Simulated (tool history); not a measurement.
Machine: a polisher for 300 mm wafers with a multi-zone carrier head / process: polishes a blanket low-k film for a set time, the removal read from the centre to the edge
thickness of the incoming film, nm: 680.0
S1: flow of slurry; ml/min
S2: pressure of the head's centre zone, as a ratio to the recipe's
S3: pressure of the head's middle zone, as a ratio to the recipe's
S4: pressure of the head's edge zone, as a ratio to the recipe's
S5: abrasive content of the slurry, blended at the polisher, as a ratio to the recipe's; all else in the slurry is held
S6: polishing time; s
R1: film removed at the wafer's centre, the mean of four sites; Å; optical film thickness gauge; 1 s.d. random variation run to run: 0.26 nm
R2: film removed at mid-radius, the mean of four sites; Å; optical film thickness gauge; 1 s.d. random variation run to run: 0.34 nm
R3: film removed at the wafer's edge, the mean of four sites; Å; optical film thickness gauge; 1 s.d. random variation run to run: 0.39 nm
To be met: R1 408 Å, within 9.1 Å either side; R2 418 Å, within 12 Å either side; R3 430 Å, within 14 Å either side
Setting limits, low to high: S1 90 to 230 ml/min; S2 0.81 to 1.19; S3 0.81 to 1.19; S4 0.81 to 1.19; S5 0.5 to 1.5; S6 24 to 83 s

{"run": 1, "hour": 0.0, "S1": 150, "S2": 1, "S3": 1, "S4": 1, "S5": 1, "S6": 53, "R1": 402.11, "R2": 375.3, "R3": 361.66}
{"run": 2, "hour": 5.9, "S1": 150, "S2": 0.93, "S3": 1, "S4": 1, "S5": 1, "S6": 53, "R1": 367.48, "R2": 373.16, "R3": 356.8}
{"run": 3, "hour": 10.3, "S1": 170, "S2": 0.93, "S3": 1, "S4": 1, "S5": 1, "S6": 53, "R1": 381.85, "R2": 380.3, "R3": 367.97}
{"run": 4, "hour": 14.5, "S1": 170, "S2": 0.93, "S3": 1, "S4": 1.08, "S5": 1, "S6": 53, "R1": 379.97, "R2": 381, "R3": 382.77}
{"run": 5, "hour": 19.8, "S1": 180, "S2": 0.93, "S3": 1.01, "S4": 1.1, "S5": 1, "S6": 53, "R1": 384.62, "R2": 382.83, "R3": 381.09}
{"run": 6, "hour": 27.8, "S1": 180, "S2": 0.93, "S3": 1.01, "S4": 1.15, "S5": 1, "S6": 53, "R1": 380.77, "R2": 392.34, "R3": 386.77}
{"run": 7, "hour": 33.4, "S1": 185, "S2": 0.92, "S3": 1, "S4": 1.16, "S5": 1.05, "S6": 53, "R1": 387.83, "R2": 387.74, "R3": 399.96}
{"run": 8, "hour": 40.3, "S1": 190, "S2": 0.91, "S3": 1.01, "S4": 1.17, "S5": 1.05, "S6": 53, "R1": 385.72, "R2": 397.46, "R3": 402.04}
{"run": 9, "hour": 46.2, "S1": 195, "S2": 0.91, "S3": 1.01, "S4": 1.17, "S5": 1.05, "S6": 53, "R1": 391.69, "R2": 397.46, "R3": 405.68}
{"run": 10, "hour": 54.0, "S1": 220, "S2": 0.89, "S3": 1.01, "S4": 1.19, "S5": 1.1, "S6": 53, "R1": 395.57, "R2": 414.5, "R3": 419.18}

Which single option among these 4 for the next run brings every result within its allowed miss of target? Just one does.
{"run": "A", "hour": 61.8, "S1": 230, "S2": 0.96, "S3": 1.05, "S4": 1.16, "S5": 1.05, "S6": 51, "R1": "?", "R2": "?", "R3": "?"}
{"run": "B", "hour": 61.8, "S1": 175, "S2": 0.92, "S3": 1.02, "S4": 1.19, "S5": 0.95, "S6": 58, "R1": "?", "R2": "?", "R3": "?"}
{"run": "C", "hour": 61.8, "S1": 220, "S2": 0.93, "S3": 0.97, "S4": 1.18, "S5": 1, "S6": 53, "R1": "?", "R2": "?", "R3": "?"}
{"run": "D", "hour": 61.8, "S1": 230, "S2": 0.98, "S3": 1.01, "S4": 1.17, "S5": 1.1, "S6": 51, "R1": "?", "R2": "?", "R3": "?"}

move=A R1=402 R2=416.06 R3=396
move=B R1=401.59 R2=426.03 R3=424.49
move=C R1=394.01 R2=395.93 R3=405.33
move=D R1=417.91 R2=410.88 R3=405.17
A: puts the biggest miss on target and leaves a different result outside tolerance
B: meets every target
C: its largest miss is bigger than the last run's
D: the result that was furthest off in the last run now lies on the other side of its target
The move that meets every target is B.
